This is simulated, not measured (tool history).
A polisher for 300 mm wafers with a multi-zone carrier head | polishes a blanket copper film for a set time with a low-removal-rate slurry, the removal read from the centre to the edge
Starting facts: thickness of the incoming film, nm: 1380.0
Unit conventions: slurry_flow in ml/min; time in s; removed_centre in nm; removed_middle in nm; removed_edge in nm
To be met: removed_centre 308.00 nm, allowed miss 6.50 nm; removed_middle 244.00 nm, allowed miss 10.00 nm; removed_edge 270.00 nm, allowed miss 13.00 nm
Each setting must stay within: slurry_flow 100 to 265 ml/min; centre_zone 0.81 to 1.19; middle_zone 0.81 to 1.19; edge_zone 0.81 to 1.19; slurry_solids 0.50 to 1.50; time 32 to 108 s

{"run": 1, "day": 0.0, "slurry_flow": 170, "centre_zone": 1.0, "middle_zone": 1.0, "edge_zone": 1.0, "slurry_solids": 1.0, "time": 70, "removed_centre": 192.66, "removed_middle": 194.92, "removed_edge": 195.45}
{"run": 2, "day": 0.221, "slurry_flow": 170, "centre_zone": 1.0, "middle_zone": 0.93, "edge_zone": 1.0, "slurry_solids": 1.0, "time": 70, "removed_centre": 194.69, "removed_middle": 183.66, "removed_edge": 191.42}
{"run": 3, "day": 0.358, "slurry_flow": 170, "centre_zone": 1.0, "middle_zone": 0.93, "edge_zone": 1.0, "slurry_solids": 1.0, "time": 63, "removed_centre": 173.06, "removed_middle": 165.18, "removed_edge": 175.87}
{"run": 4, "day": 0.421, "slurry_flow": 210, "centre_zone": 1.0, "middle_zone": 0.93, "edge_zone": 1.0, "slurry_solids": 1.0, "time": 63, "removed_centre": 181.43, "removed_middle": 167.85, "removed_edge": 182.28}
{"run": 5, "day": 0.596, "slurry_flow": 210, "centre_zone": 1.0, "middle_zone": 1.0, "edge_zone": 1.0, "slurry_solids": 1.0, "time": 63, "removed_centre": 182.16, "removed_middle": 186.01, "removed_edge": 179.0}
{"run": 6, "day": 0.938, "slurry_flow": 220, "centre_zone": 1.06, "middle_zone": 0.99, "edge_zone": 1.05, "slurry_solids": 1.15, "time": 68, "removed_centre": 212.89, "removed_middle": 201.64, "removed_edge": 202.54}
{"run": 7, "day": 1.212, "slurry_flow": 230, "centre_zone": 1.1, "middle_zone": 0.97, "edge_zone": 1.08, "slurry_solids": 1.25, "time": 72, "removed_centre": 241.27, "removed_middle": 212.41, "removed_edge": 219.5}
{"run": 8, "day": 1.425, "slurry_flow": 235, "centre_zone": 1.12, "middle_zone": 0.96, "edge_zone": 1.11, "slurry_solids": 1.35, "time": 75, "removed_centre": 261.45, "removed_middle": 221.83, "removed_edge": 237.43}
{"run": 9, "day": 1.646, "slurry_flow": 240, "centre_zone": 1.14, "middle_zone": 0.96, "edge_zone": 1.13, "slurry_solids": 1.4, "time": 77, "removed_centre": 274.52, "removed_middle": 228.37, "removed_edge": 251.85}
{"run": 10, "day": 1.875, "slurry_flow": 245, "centre_zone": 1.16, "middle_zone": 0.96, "edge_zone": 1.13, "slurry_solids": 1.45, "time": 78, "removed_centre": 282.93, "removed_middle": 237.1, "removed_edge": 262.39}

Pick the move, out of 4, that brings all results within their allowed miss; only one does.
{"run": "A", "day": 2.104, "slurry_flow": 155, "centre_zone": 1.19, "middle_zone": 0.93, "edge_zone": 1.08, "slurry_solids": 1.2, "time": 92, "removed_centre": "?", "removed_middle": "?", "removed_edge": "?"}
{"run": "B", "day": 2.104, "slurry_flow": 240, "centre_zone": 1.18, "middle_zone": 0.96, "edge_zone": 1.14, "slurry_solids": 1.4, "time": 78, "removed_centre": "?", "removed_middle": "?", "removed_edge": "?"}
{"run": "C", "day": 2.104, "slurry_flow": 245, "centre_zone": 1.19, "middle_zone": 0.88, "edge_zone": 1.11, "slurry_solids": 1.3, "time": 82, "removed_centre": "?", "removed_middle": "?", "removed_edge": "?"}
{"run": "D", "day": 2.104, "slurry_flow": 260, "centre_zone": 1.03, "middle_zone": 0.9, "edge_zone": 1.19, "slurry_solids": 1.5, "time": 81, "removed_centre": "?", "removed_middle": "?", "removed_edge": "?"}

move=A removed_centre=307.87 removed_middle=247.62 removed_edge=270.96
move=B removed_centre=287.51 removed_middle=237.52 removed_edge=254.36
move=C removed_centre=301.39 removed_middle=229.69 removed_edge=261.51
move=D removed_centre=266.46 removed_middle=239.19 removed_edge=274.93
A: in spec on every target
B: moves toward the targets from the last run without getting all of them in spec
C: moves toward the targets from the last run without getting all of them in spec
D: its largest miss is bigger than the last run's
A is the move that brings every result within its allowed miss.

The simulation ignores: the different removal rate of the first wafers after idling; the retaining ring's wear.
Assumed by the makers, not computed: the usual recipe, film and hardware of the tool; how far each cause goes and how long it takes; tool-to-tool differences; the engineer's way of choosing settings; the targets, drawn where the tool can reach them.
